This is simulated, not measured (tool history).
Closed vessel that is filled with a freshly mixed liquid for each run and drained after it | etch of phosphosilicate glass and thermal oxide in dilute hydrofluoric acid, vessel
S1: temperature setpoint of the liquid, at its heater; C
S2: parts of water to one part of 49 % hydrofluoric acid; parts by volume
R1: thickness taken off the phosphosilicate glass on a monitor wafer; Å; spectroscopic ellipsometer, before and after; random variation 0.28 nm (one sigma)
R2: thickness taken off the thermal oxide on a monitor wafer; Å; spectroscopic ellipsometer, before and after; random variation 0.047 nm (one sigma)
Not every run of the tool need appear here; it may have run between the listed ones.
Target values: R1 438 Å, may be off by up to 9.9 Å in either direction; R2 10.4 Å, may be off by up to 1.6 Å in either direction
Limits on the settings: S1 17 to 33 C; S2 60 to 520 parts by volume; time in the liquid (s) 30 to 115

Run 1, day 0: S1 25 C, S2 290 parts by volume, time in the liquid (s) 60. Result: R1 342.88 Å, R2 7.9255 Å.
Run 2, day 0.071: S1 26 C, S2 290 parts by volume, time in the liquid (s) 60. Result: R1 353.57 Å, R2 8.6769 Å.
Run 3, day 0.425: S1 24.5 C, S2 290 parts by volume, time in the liquid (s) 60. Result: R1 339.5 Å, R2 7.791 Å.
Run 4, day 0.733: S1 21.5 C, S2 290 parts by volume, time in the liquid (s) 60. Result: R1 304.25 Å, R2 7.5353 Å.
Run 5, day 0.967: S1 22.5 C, S2 290 parts by volume, time in the liquid (s) 60. Result: R1 313.92 Å, R2 7.748 Å.
Run 6, day 1.104: S1 22.5 C, S2 200 parts by volume, time in the liquid (s) 60. Result: R1 494.2 Å, R2 12.222 Å.
Run 7, day 1.292: S1 22 C, S2 200 parts by volume, time in the liquid (s) 60. Result: R1 489.7 Å, R2 10.437 Å.
Run 8, day 1.612: S1 22 C, S2 200 parts by volume, time in the liquid (s) 60. Result: R1 483.33 Å, R2 12.049 Å.
Run 9, day 1.642: S1 21.5 C, S2 200 parts by volume, time in the liquid (s) 60. Result: R1 481.06 Å, R2 12.448 Å.
Run 10, day 1.867: S1 21.5 C, S2 210 parts by volume, time in the liquid (s) 60. Result: R1 452.34 Å, R2 11.413 Å.

Below are 5 possible settings for the next run. Only one of them brings all results inside the allowed miss of their targets. Which is it?
Run A, day 2.092: S1 19 C, S2 270 parts by volume, time in the liquid (s) 95. Result: R1 ?, R2 ?.
Run B, day 2.092: S1 20 C, S2 190 parts by volume, time in the liquid (s) 55. Result: R1 ?, R2 ?.
Run C, day 2.092: S1 23.5 C, S2 200 parts by volume, time in the liquid (s) 55. Result: R1 ?, R2 ?.
Run D, day 2.092: S1 21 C, S2 205 parts by volume, time in the liquid (s) 60. Result: R1 ?, R2 ?.
Run E, day 2.092: S1 19.5 C, S2 220 parts by volume, time in the liquid (s) 70. Result: R1 ?, R2 ?.

move      R1      R2
   A  476.65  10.795
   B   439.3  9.9493
   C  471.83  10.686
   D  454.74  10.299
   E  460.03  10.419
A: lands further from the targets than the last run did
B: meets every target
C: lands further from the targets than the last run did
D: lands further from the targets than the last run did
E: lands further from the targets than the last run did
The move that meets every target is B.
